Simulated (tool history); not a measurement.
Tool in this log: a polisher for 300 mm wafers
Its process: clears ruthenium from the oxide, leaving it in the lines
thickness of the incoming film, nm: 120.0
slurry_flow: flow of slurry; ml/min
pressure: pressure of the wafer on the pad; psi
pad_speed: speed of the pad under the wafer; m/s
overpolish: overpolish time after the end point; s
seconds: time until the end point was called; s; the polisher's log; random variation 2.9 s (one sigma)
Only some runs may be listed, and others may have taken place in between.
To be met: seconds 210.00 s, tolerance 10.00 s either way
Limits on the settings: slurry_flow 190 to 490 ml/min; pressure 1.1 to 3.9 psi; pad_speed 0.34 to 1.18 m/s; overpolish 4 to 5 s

| run | day | slurry_flow | pressure | pad_speed | overpolish | seconds |
|---|---|---|---|---|---|---|
| 1 | 0.000 | 315 | 2.5 | 0.76 | 5 | 121.66 |
| 2 | 0.225 | 315 | 2.5 | 0.76 | 4 | 121.50 |
| 3 | 0.267 | 315 | 2.3 | 0.76 | 4 | 132.09 |
| 4 | 0.638 | 315 | 2.3 | 0.60 | 4 | 170.42 |
| 5 | 1.008 | 315 | 2.2 | 0.60 | 4 | 169.17 |
| 6 | 1.300 | 315 | 2.4 | 0.60 | 4 | 155.84 |
| 7 | 1.454 | 315 | 2.3 | 0.60 | 4 | 167.86 |
| 8 | 1.762 | 315 | 2.3 | 0.60 | 4 | 169.74 |
| 9 | 2.062 | 315 | 2.2 | 0.60 | 4 | 169.24 |
| 10 | 2.121 | 315 | 2.1 | 0.60 | 4 | 185.14 |
| 11 | 2.458 | 315 | 2.0 | 0.60 | 4 | 184.05 |

4 candidate next runs follow, results not yet known. Just one meets every target within its allowed miss. Identify it.
| A | 2.796 | 280 | 1.8 | 0.68 | 5 | ? |
| B | 2.796 | 340 | 2.2 | 0.72 | 4 | ? |
| C | 2.796 | 285 | 2.2 | 0.50 | 4 | ? |
| D | 2.796 | 275 | 1.8 | 0.52 | 4 | ? |

| move | seconds |
|---|---|
| A | 189.28 |
| B | 145.29 |
| C | 209.35 |
| D | 245.39 |
A: nearer the targets than the last run, but a result is still out of spec
B: the biggest miss grows against the last run
C: every result lands within tolerance
D: carries the result that was furthest off beyond its target, to the other side
The move that meets every target is C.
